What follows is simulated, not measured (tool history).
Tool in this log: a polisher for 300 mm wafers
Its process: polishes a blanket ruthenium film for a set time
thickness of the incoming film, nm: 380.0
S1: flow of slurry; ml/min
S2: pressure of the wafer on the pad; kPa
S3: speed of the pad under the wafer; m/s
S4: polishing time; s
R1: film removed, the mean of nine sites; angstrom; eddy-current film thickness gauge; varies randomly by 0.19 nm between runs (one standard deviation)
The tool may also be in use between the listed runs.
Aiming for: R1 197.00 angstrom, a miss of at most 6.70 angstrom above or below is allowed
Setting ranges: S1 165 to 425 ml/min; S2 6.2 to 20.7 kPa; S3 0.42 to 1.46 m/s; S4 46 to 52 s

Run 1, day 0.000: S1 275 ml/min, S2 13.1 kPa, S3 0.94 m/s, S4 52 s. Result: R1 464.99 angstrom.
Run 2, day 0.321: S1 275 ml/min, S2 11.7 kPa, S3 0.88 m/s, S4 52 s. Result: R1 386.48 angstrom.
Run 3, day 0.525: S1 275 ml/min, S2 10.3 kPa, S3 0.84 m/s, S4 52 s. Result: R1 333.74 angstrom.
Run 4, day 0.733: S1 275 ml/min, S2 10.3 kPa, S3 0.98 m/s, S4 52 s. Result: R1 385.02 angstrom.
Run 5, day 0.883: S1 275 ml/min, S2 10.3 kPa, S3 0.98 m/s, S4 52 s. Result: R1 379.15 angstrom.
Run 6, day 1.217: S1 275 ml/min, S2 9.7 kPa, S3 0.92 m/s, S4 52 s. Result: R1 336.46 angstrom.
Run 7, day 1.312: S1 275 ml/min, S2 9.0 kPa, S3 0.88 m/s, S4 52 s. Result: R1 310.77 angstrom.
Run 8, day 1.375: S1 275 ml/min, S2 8.3 kPa, S3 0.84 m/s, S4 52 s. Result: R1 275.61 angstrom.
Run 9, day 1.662: S1 275 ml/min, S2 7.6 kPa, S3 0.82 m/s, S4 52 s. Result: R1 252.44 angstrom.
Run 10, day 1.700: S1 275 ml/min, S2 7.6 kPa, S3 0.80 m/s, S4 52 s. Result: R1 243.45 angstrom.
Run 11, day 1.908: S1 275 ml/min, S2 6.2 kPa, S3 0.70 m/s, S4 52 s. Result: R1 181.94 angstrom.

Of the 5 settings listed for the next run, only one would bring every result within its allowed miss of target. Which one?
Run A, day 2.117: S1 285 ml/min, S2 6.2 kPa, S3 0.66 m/s, S4 51 s. Result: R1 ?.
Run B, day 2.117: S1 295 ml/min, S2 6.9 kPa, S3 0.68 m/s, S4 47 s. Result: R1 ?.
Run C, day 2.117: S1 345 ml/min, S2 9.0 kPa, S3 0.56 m/s, S4 51 s. Result: R1 ?.
Run D, day 2.117: S1 295 ml/min, S2 6.9 kPa, S3 0.66 m/s, S4 48 s. Result: R1 ?.
Run E, day 2.117: S1 290 ml/min, S2 6.2 kPa, S3 0.70 m/s, S4 46 s. Result: R1 ?.

move      R1
   A  166.63
   B  172.59
   C  196.17
   D  171.29
   E  159.26
A: lands further from the targets than the last run did
B: lands further from the targets than the last run did
C: every result within its allowed miss
D: lands further from the targets than the last run did
E: lands further from the targets than the last run did
Correct choice: C, which meets every target
